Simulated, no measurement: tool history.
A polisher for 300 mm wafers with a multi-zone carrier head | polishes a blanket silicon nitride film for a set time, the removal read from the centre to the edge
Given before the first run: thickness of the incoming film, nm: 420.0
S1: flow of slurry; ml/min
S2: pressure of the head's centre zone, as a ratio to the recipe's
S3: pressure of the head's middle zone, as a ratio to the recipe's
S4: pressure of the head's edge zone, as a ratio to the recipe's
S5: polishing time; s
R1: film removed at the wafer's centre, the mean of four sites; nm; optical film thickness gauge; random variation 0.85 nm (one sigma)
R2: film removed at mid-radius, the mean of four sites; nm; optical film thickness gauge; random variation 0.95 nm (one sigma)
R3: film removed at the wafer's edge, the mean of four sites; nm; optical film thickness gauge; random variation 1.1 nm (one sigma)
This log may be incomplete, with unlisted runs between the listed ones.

{"run": 1, "hour": 0.0, "S1": 220, "S2": 1.0, "S3": 1.0, "S4": 1.0, "S5": 49, "R1": 99.69, "R2": 102.63, "R3": 99.598}
{"run": 2, "hour": 4.4, "S1": 210, "S2": 1.0, "S3": 0.96, "S4": 0.97, "S5": 48, "R1": 97.651, "R2": 95.59, "R3": 95.513}
{"run": 3, "hour": 11.6, "S1": 210, "S2": 1.0, "S3": 1.02, "S4": 0.97, "S5": 48, "R1": 96.96, "R2": 102.36, "R3": 96.335}
{"run": 4, "hour": 19.8, "S1": 260, "S2": 1.0, "S3": 1.02, "S4": 0.97, "S5": 48, "R1": 98.889, "R2": 101.59, "R3": 96.979}
{"run": 5, "hour": 23.9, "S1": 260, "S2": 1.0, "S3": 1.02, "S4": 0.97, "S5": 52, "R1": 107.33, "R2": 111.51, "R3": 106.86}
{"run": 6, "hour": 27.0, "S1": 260, "S2": 1.0, "S3": 1.02, "S4": 0.97, "S5": 44, "R1": 90.521, "R2": 94.566, "R3": 91.398}
{"run": 7, "hour": 28.1, "S1": 260, "S2": 1.01, "S3": 0.99, "S4": 0.97, "S5": 44, "R1": 92.045, "R2": 92.804, "R3": 89.611}

Run 8 comes next. What will it give?
{"run": 8, "hour": 35.5, "S1": 260, "S2": 1.01, "S3": 0.96, "S4": 0.98, "S5": 44, "R1": "?", "R2": "?", "R3": "?"}

{"run 8": {"R1": 93.482, "R2": 90.67, "R3": 90.02}}

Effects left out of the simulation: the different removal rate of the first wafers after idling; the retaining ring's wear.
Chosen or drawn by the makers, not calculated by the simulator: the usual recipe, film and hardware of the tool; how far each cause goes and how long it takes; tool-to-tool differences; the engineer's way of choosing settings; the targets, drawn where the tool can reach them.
